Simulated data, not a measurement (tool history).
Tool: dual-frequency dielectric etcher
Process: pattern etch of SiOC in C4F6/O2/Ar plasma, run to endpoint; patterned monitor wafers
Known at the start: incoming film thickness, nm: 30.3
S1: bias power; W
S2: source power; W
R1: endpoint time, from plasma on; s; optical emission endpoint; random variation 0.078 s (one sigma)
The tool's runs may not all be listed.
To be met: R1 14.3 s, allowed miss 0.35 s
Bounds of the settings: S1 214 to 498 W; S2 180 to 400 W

run  hour   S1   S2      R1
  1     0  356  290  12.856
  2   7.1  406  290  12.329
  3   8.3  406  330  11.603
  4   8.9  436  330  11.305
  5  15.3  474  330  11.072
  6  19.8  426  300  11.919
  7  25.9  384  290  12.542
  8  34.8  354  280  13.034
  9  37.3  283  250  14.765

Which of these 5 next moves meets every target?
  A  39.8  254  250   ?
  B  39.8  243  250   ?
  C  39.8  343  200   ?
  D  39.8  326  240   ?
  E  39.8  261  250   ?

move      R1
   A  15.203
   B  15.402
   C  15.317
   D  14.342
   E  15.081
A: further off than the last run
B: further off than the last run
C: further off than the last run
D: meets every target
E: further off than the last run
Answer: D
